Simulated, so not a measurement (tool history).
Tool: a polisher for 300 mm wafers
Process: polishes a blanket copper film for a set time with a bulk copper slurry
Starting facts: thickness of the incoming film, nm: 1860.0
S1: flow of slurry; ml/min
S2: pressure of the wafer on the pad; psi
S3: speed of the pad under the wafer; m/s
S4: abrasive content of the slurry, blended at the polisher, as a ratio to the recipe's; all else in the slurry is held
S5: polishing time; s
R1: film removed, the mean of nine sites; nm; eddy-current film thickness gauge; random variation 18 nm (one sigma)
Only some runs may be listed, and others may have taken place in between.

run  hour   S1   S2    S3  S4  S5      R1
  1     0  320  2.6   1.2   1  89  1031.9
  2   1.7  320  2.9   1.2   1  89  1128.6
  3   5.4  320    3  1.22   1  89  1200.8
  4   9.8  320  2.7  1.22   1  89  1074.8
  5  12.3  320  2.9  1.24   1  89  1173.4
  6    15  320    3  1.26   1  89  1225.5
  7  23.4  320  3.7  1.34   1  89  1580.9
  8  31.7  320  3.7  1.36   1  89  1589.2
  9  32.6  320  3.7  1.38   1  89  1625.3

Predict the results of run 10:
 10  36.6  320  3.9  1.42   1  89   ?

{"run 10": {"R1": 1724.9}}
